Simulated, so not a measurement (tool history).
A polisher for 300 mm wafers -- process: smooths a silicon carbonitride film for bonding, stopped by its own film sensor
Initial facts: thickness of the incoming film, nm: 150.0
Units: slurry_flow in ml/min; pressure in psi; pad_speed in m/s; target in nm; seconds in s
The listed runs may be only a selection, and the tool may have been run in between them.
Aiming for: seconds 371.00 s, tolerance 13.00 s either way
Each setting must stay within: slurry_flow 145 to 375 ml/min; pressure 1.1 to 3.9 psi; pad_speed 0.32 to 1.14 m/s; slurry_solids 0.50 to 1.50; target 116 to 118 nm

run,hour,slurry_flow,pressure,pad_speed,slurry_solids,target,seconds
1,0.0,240,2.5,0.72,1.00,118,155.37
2,2.2,240,2.2,0.66,1.00,118,179.07
3,10.9,240,2.2,0.66,1.00,116,194.40
4,12.2,240,2.0,0.60,1.00,116,222.77
5,13.0,240,1.7,0.60,1.00,116,249.42
6,17.5,240,1.6,0.56,1.00,116,276.43
7,18.5,240,1.5,0.54,1.00,116,298.09
8,24.1,235,1.1,0.50,1.00,116,390.98

Which single option among these 4 for the next run brings every result within its allowed miss of target? Just one does.
A,29.7,255,1.2,0.52,1.05,116,?
B,29.7,200,1.3,0.40,0.80,116,?
C,29.7,255,1.2,0.46,1.05,116,?
D,29.7,240,1.3,0.48,0.90,118,?

move,seconds
A,347.43
B,440.44
C,369.32
D,348.14
A: moves the result that the last run missed by most past its target, out the other side
B: moves away from the targets compared with the last run
C: all results land within tolerance of their targets
D: moves the result that the last run missed by most past its target, out the other side
C meets every target.
